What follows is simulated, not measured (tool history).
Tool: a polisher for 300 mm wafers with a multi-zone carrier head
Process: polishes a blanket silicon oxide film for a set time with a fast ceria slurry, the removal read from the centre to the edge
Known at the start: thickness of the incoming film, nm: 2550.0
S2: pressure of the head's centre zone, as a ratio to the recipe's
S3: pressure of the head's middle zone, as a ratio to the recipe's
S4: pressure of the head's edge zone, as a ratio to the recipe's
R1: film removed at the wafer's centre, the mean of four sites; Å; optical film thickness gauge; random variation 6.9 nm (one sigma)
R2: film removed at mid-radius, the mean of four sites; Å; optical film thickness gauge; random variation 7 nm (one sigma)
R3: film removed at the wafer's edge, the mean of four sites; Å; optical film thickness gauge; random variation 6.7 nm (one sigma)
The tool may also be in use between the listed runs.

Run 1, hour 0.0: flow of slurry (ml/min) 230, S2 1.00, S3 1.00, S4 1.00, polishing time (s) 49. Result: R1 6958.1 Å, R2 7017.8 Å, R3 7358.4 Å.
Run 2, hour 5.7: flow of slurry (ml/min) 230, S2 1.00, S3 1.05, S4 1.00, polishing time (s) 49. Result: R1 6971.7 Å, R2 7281.2 Å, R3 7338.0 Å.
Run 3, hour 12.5: flow of slurry (ml/min) 230, S2 0.95, S3 1.05, S4 1.00, polishing time (s) 49. Result: R1 6610.7 Å, R2 7262.5 Å, R3 7473.5 Å.
Run 4, hour 18.6: flow of slurry (ml/min) 235, S2 0.96, S3 1.05, S4 1.02, polishing time (s) 51. Result: R1 6988.9 Å, R2 7646.2 Å, R3 7720.6 Å.
Run 5, hour 21.6: flow of slurry (ml/min) 235, S2 0.92, S3 1.05, S4 1.02, polishing time (s) 51. Result: R1 6635.9 Å, R2 7717.0 Å, R3 7800.7 Å.
Run 6, hour 30.2: flow of slurry (ml/min) 235, S2 0.93, S3 1.04, S4 1.04, polishing time (s) 53. Result: R1 6976.5 Å, R2 7866.2 Å, R3 8142.0 Å.
Run 7, hour 34.0: flow of slurry (ml/min) 235, S2 0.94, S3 1.04, S4 1.05, polishing time (s) 55. Result: R1 7437.1 Å, R2 8209.4 Å, R3 8499.2 Å.
Run 8, hour 36.5: flow of slurry (ml/min) 235, S2 0.94, S3 1.04, S4 1.06, polishing time (s) 56. Result: R1 7501.4 Å, R2 8180.4 Å, R3 8727.9 Å.

Run 9 comes next. What will it give?
Run 9, hour 43.6: flow of slurry (ml/min) 240, S2 0.95, S3 1.05, S4 1.07, polishing time (s) 57. Result: R1 ?, R2 ?, R3 ?.

Run 9 gave R1 7748.6 Å, R2 8541.5 Å, R3 8799.0 Å.
